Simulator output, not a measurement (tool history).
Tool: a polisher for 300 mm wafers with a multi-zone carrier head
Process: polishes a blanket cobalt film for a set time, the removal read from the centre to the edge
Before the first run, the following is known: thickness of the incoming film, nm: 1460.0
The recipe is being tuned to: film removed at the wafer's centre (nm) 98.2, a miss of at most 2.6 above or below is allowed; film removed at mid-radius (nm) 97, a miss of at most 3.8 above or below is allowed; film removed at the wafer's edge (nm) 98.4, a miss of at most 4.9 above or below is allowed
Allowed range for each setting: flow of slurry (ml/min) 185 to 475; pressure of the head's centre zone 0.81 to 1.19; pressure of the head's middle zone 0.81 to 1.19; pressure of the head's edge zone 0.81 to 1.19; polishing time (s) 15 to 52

run,hour,flow of slurry (ml/min),pressure of the head's centre zone,pressure of the head's middle zone,pressure of the head's edge zone,polishing time (s),film removed at the wafer's centre (nm),film removed at mid-radius (nm),film removed at the wafer's edge (nm)
1,0,305,1,1,1,33,145.37,145.91,149.65
2,2.1,305,0.99,0.98,0.96,30,132.39,130.18,129.2
3,5.4,305,1.05,0.98,0.96,30,138.76,130.63,128.62
4,6.5,300,0.99,0.95,0.93,28,123.36,120.05,123.33
5,10.1,300,1.06,0.95,0.93,28,130.8,118.43,121.34
6,17.2,305,1.03,0.95,0.92,26,118.78,110.87,113.23
7,20.5,305,1.01,0.95,0.91,25,110.84,105.49,106.66
8,27.1,305,0.99,0.94,0.89,25,110.08,104.8,105.92
9,29.2,305,0.97,0.93,0.87,25,108,104.77,104.53
10,34.7,305,0.95,0.92,0.86,25,104.49,103.69,103.57
11,41.5,305,0.94,0.91,0.85,25,104.28,101.43,102.33
12,48.1,300,0.93,0.9,0.84,25,102.89,100.6,106.3
13,52.1,305,0.93,0.9,0.83,25,103.49,102,104.68

Pick the move, out of 5, that brings all results within their allowed miss; only one does.
A,56.1,310,0.92,0.89,0.83,24,?,?,?
B,56.1,320,0.99,0.96,0.85,24,?,?,?
C,56.1,380,0.86,0.91,0.85,25,?,?,?
D,56.1,320,0.87,0.97,0.81,25,?,?,?
E,56.1,315,0.86,0.96,0.85,25,?,?,?

move,film removed at the wafer's centre (nm),film removed at mid-radius (nm),film removed at the wafer's edge (nm)
A,98.257,96.492,98.597
B,106.22,103.07,99.796
C,97.628,104.34,105.27
D,97.141,108.37,101.76
E,95.841,107.27,103.83
A: every result within its allowed miss
B: its largest miss is bigger than the last run's
C: gets the furthest-off result to its target, but another result is out of tolerance
D: gets the furthest-off result to its target, but another result is out of tolerance
E: gets the furthest-off result to its target, but another result is out of tolerance
Answer: A
